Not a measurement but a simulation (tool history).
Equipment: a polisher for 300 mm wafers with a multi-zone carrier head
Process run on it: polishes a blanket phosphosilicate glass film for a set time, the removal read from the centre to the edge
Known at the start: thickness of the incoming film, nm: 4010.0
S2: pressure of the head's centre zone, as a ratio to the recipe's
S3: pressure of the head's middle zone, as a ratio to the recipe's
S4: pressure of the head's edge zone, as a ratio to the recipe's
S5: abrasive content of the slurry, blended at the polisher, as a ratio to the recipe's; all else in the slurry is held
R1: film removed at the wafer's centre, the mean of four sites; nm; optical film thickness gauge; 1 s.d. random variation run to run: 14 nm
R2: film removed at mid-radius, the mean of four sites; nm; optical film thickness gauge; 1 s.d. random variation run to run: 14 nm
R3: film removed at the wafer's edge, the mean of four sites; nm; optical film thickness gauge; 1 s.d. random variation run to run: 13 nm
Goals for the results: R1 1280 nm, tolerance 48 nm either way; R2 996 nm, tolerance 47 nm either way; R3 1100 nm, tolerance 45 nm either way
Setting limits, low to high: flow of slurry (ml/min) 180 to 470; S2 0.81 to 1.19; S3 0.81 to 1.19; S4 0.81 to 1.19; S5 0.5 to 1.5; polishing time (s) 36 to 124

run 1 hour=0 | flow_of_slurry_(ml/min)=300 S2=1 S3=1 S4=1 S5=1 polishing_time_(s)=79 | R1=749.79 R2=763.92 R3=788.94
run 2 hour=5.3 | flow_of_slurry_(ml/min)=300 S2=1 S3=1 S4=1.05 S5=1 polishing_time_(s)=79 | R1=751.52 R2=745.05 R3=794.91
run 3 hour=9.6 | flow_of_slurry_(ml/min)=300 S2=1 S3=1 S4=1.05 S5=1 polishing_time_(s)=69 | R1=661.77 R2=654.81 R3=682.87
run 4 hour=16.5 | flow_of_slurry_(ml/min)=310 S2=1.05 S3=0.99 S4=1.05 S5=1.15 polishing_time_(s)=73 | R1=778.03 R2=749.91 R3=801.42
run 5 hour=24.5 | flow_of_slurry_(ml/min)=310 S2=1.05 S3=0.99 S4=1.05 S5=1 polishing_time_(s)=73 | R1=731.19 R2=709.38 R3=736.03
run 6 hour=28.4 | flow_of_slurry_(ml/min)=320 S2=1.09 S3=0.94 S4=0.99 S5=1.1 polishing_time_(s)=77 | R1=816.83 R2=732.85 R3=800.9
run 7 hour=29 | flow_of_slurry_(ml/min)=345 S2=1.12 S3=0.92 S4=0.94 S5=1.2 polishing_time_(s)=81 | R1=946.59 R2=796.52 R3=861
run 8 hour=36.7 | flow_of_slurry_(ml/min)=355 S2=1.14 S3=0.92 S4=0.95 S5=1.3 polishing_time_(s)=83 | R1=1022.6 R2=858.49 R3=910.18
run 9 hour=38.1 | flow_of_slurry_(ml/min)=355 S2=1.15 S3=0.91 S4=0.96 S5=1.35 polishing_time_(s)=85 | R1=1080.7 R2=900.24 R3=953.08
run 10 hour=45 | flow_of_slurry_(ml/min)=375 S2=1.19 S3=0.85 S4=1.02 S5=1.5 polishing_time_(s)=91 | R1=1253.3 R2=964.56 R3=1098.4

Exactly one of the 4 candidate moves below puts every result within its allowed miss. Which one?
run A hour=51.9 | flow_of_slurry_(ml/min)=190 S2=1.17 S3=0.86 S4=1.06 S5=1.5 polishing_time_(s)=101 | R1=? R2=? R3=?
run B hour=51.9 | flow_of_slurry_(ml/min)=365 S2=1.19 S3=0.83 S4=1.03 S5=1.5 polishing_time_(s)=90 | R1=? R2=? R3=?
run C hour=51.9 | flow_of_slurry_(ml/min)=390 S2=1.18 S3=0.89 S4=0.97 S5=1.2 polishing_time_(s)=102 | R1=? R2=? R3=?
run D hour=51.9 | flow_of_slurry_(ml/min)=400 S2=1.19 S3=0.82 S4=0.9 S5=1.4 polishing_time_(s)=93 | R1=? R2=? R3=?

move=A R1=1295.8 R2=990.16 R3=1199
move=B R1=1229.2 R2=894.22 R3=1087.4
move=C R1=1264 R2=979.26 R3=1092.9
move=D R1=1243.3 R2=895.74 R3=1030.2
A: the worst result of the last run now meets its target, but another is out of spec
B: its largest miss is bigger than the last run's
C: in spec on every target
D: its largest miss is bigger than the last run's
Correct choice: C, which meets every target
